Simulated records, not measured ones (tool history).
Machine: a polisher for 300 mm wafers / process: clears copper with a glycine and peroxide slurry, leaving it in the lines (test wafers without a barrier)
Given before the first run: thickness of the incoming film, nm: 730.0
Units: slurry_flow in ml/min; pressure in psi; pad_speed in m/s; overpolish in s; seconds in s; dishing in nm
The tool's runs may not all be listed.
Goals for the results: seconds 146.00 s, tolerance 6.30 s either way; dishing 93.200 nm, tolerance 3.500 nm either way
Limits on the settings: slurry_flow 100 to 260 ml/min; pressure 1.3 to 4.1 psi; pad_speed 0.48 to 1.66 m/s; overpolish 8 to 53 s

run  hour  slurry_flow  pressure  pad_speed  overpolish  seconds  dishing
  1   0.0          165       2.7       1.06          27   114.25   74.685
  2   6.0          165       2.7       0.86          27   134.62   70.243
  3   7.8          165       2.7       0.86          29   136.61   73.506
  4  13.1          165       3.1       0.86          29   122.90   78.927
  5  17.1          130       3.1       0.86          29   130.56   77.625
  6  18.8          130       3.1       0.86          35   127.86   86.061
  7  24.1          130       3.1       0.86          36   127.95   84.781
  8  26.3          130       3.1       0.86          36   126.23   86.987
  9  32.9          130       3.1       0.84          37   129.35   86.521
 10  39.7          130       3.1       0.84          38   126.76   88.689
 11  46.2          125       3.1       0.82          39   131.96   88.164
 12  48.4          125       3.1       0.82          40   132.66   89.589
 13  55.7          125       3.1       0.82          41   131.18   88.356
 14  61.4          125       3.1       0.82          42   131.32   91.192
 15  67.6          125       3.1       0.82          43   133.85   92.783
 16  74.8          125       3.1       0.82          44   131.96   93.833
 17  81.3          125       3.1       0.82          45   131.18   94.338
 18  85.8          125       3.1       0.82          46   129.70   95.547

Below are 4 possible settings for the next run. Only one of them brings all results inside the allowed miss of their targets. Which is it?
  A  90.3          145       2.5       1.10          42        ?        ?
  B  90.3          140       2.8       0.92          44        ?        ?
  C  90.3          120       3.5       0.56          50        ?        ?
  D  90.3          120       2.9       0.78          48        ?        ?

move  seconds  dishing
   A   118.66   90.225
   B   125.94   91.684
   C   160.89   91.495
   D   143.87   91.444
A: its largest miss is bigger than the last run's
B: its largest miss is bigger than the last run's
C: takes the result that was furthest off past its target
D: meets every target
Correct choice: D, which meets every target
